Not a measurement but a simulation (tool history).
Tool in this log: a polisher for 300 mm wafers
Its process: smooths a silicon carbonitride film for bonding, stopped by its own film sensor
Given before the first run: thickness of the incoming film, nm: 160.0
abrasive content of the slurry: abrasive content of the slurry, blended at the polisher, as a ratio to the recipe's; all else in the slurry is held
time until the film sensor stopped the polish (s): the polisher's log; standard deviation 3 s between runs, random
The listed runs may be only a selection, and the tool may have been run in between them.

run,hour,flow of slurry (ml/min),pressure of the wafer on the pad (kPa),speed of the pad under the wafer (m/s),abrasive content of the slurry,target thickness at which the film sensor stops the polish (nm),time until the film sensor stopped the polish (s)
1,0,280,17.2,0.92,1,114,155.35
2,8.6,280,15.9,0.92,1,114,168.23
3,10.8,280,15.2,0.92,1,114,173.73
4,14.2,280,14.5,0.92,1,114,180.25
5,17.3,280,13.8,0.92,1,114,189.78
6,18.4,280,11,0.92,1,114,234.76
7,27.4,280,11.7,0.92,1,114,226.96

The next listed run, before its measurement:
8,28.7,280,13.8,0.94,1,114,?

{"run 8": {"time until the film sensor stopped the polish (s)": 191.1}}
